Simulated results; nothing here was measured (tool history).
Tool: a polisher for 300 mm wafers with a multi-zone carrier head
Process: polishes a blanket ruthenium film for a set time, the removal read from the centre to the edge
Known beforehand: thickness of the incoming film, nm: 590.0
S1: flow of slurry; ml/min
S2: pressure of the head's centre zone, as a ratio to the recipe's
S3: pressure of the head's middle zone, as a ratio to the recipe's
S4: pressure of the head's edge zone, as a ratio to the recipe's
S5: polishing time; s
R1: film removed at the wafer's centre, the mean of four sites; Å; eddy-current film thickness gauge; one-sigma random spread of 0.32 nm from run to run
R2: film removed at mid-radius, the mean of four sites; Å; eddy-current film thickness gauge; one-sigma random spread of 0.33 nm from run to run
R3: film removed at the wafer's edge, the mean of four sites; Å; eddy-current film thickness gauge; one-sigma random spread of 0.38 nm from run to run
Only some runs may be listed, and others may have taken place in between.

run    day   S1    S2    S3    S4  S5      R1      R2      R3
  1  0.000  275  1.00  1.00  1.00  51  555.47  547.94  556.56
  2  0.242  275  1.00  1.00  1.00  42  454.57  454.40  467.84
  3  0.421  310  1.00  1.00  1.00  42  476.71  451.61  468.56
  4  0.692  315  0.98  1.02  0.96  37  404.79  405.02  413.64
  5  1.029  340  0.98  1.02  0.96  37  400.29  407.38  403.68
  6  1.171  350  0.97  1.02  0.92  35  387.47  391.70  378.55

What does the tool deliver on the next run?
  7  1.196  355  0.95  1.01  0.89  34   ?   ?   ?

{"run 7": {"R1": 366.37, "R2": 370.96, "R3": 366.38}}
